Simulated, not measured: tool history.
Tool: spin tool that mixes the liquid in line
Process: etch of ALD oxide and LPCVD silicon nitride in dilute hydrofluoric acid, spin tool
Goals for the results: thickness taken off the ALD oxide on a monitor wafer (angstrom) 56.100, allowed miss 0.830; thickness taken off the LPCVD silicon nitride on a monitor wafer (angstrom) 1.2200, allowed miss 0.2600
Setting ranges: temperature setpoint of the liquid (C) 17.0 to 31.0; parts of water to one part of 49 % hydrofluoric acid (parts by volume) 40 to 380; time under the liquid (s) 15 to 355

run	hour	temperature setpoint of the liquid (C)	parts of water to one part of 49 % hydrofluoric acid (parts by volume)	time under the liquid (s)	thickness taken off the ALD oxide on a monitor wafer (angstrom)	thickness taken off the LPCVD silicon nitride on a monitor wafer (angstrom)
1	0.0	23.0	210	180	202.400	4.5296
2	2.5	23.0	210	250	280.480	5.8163
3	9.3	21.5	250	230	198.290	4.0935
4	12.9	21.5	180	230	294.430	6.0714
5	17.2	20.5	230	210	192.950	4.1494
# hour 18.5: thermometer replaced
6	18.5	23.0	230	210	199.040	4.1554
7	20.6	22.0	265	195	151.750	3.3805
8	28.8	21.0	290	185	122.720	2.7409
9	29.6	20.0	310	175	102.710	2.0784
10	31.4	20.0	310	175	102.250	2.2128
11	37.0	17.0	380	160	64.639	1.3508
12	38.5	17.0	380	155	62.983	1.2843
13	41.0	17.5	380	130	53.746	1.0110

5 next moves are on the table. One of them brings every result within its allowed miss. Which?
A	43.5	17.0	375	130	?	?
B	43.5	20.5	360	110	?	?
C	43.5	17.0	370	140	?	?
D	43.5	19.0	360	120	?	?
E	43.5	22.5	240	65	?	?

move	thickness taken off the ALD oxide on a monitor wafer (angstrom)	thickness taken off the LPCVD silicon nitride on a monitor wafer (angstrom)
A	53.895	1.0702
B	54.522	1.1742
C	59.058	1.1673
D	56.394	1.1663
E	58.010	1.1680
A: moves toward the targets from the last run without getting all of them in spec
B: moves toward the targets from the last run without getting all of them in spec
C: moves the result that the last run missed by most past its target, out the other side
D: each result inside its tolerance
E: moves the result that the last run missed by most past its target, out the other side
Move D is the one to make.
